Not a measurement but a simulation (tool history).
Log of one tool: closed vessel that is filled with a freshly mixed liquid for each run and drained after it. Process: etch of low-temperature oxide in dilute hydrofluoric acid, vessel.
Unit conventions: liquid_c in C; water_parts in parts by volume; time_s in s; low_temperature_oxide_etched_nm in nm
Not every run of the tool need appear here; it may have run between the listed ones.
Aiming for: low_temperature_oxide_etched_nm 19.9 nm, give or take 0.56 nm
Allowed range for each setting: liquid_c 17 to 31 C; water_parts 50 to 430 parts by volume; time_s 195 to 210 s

run,hour,liquid_c,water_parts,time_s,low_temperature_oxide_etched_nm
1,0,23,240,195,14.072
2,6.1,21.5,240,195,13.318
3,9.2,24.5,235,195,15.251
4,14.7,26.5,230,195,16.97
5,20.2,27.5,230,195,17.715
6,22.2,27.5,275,195,13.787
7,29.1,28.5,260,195,15.395
8,32.8,29,250,195,16.423
9,40.8,29.5,240,195,17.608
10,46.2,30,235,195,18.717
11,49.3,30.5,235,195,18.53

Exactly one of the 5 candidate moves below puts every result within its allowed miss. Which one?
A,52.4,28.5,240,200,?
B,52.4,29.5,260,210,?
C,52.4,28,255,210,?
D,52.4,30,220,195,?
E,52.4,28,245,210,?

move,low_temperature_oxide_etched_nm
A,17.374
B,17.026
C,16.598
D,19.908
E,17.469
A: further off than the last run
B: further off than the last run
C: further off than the last run
D: all results in spec
E: further off than the last run
D meets every target.
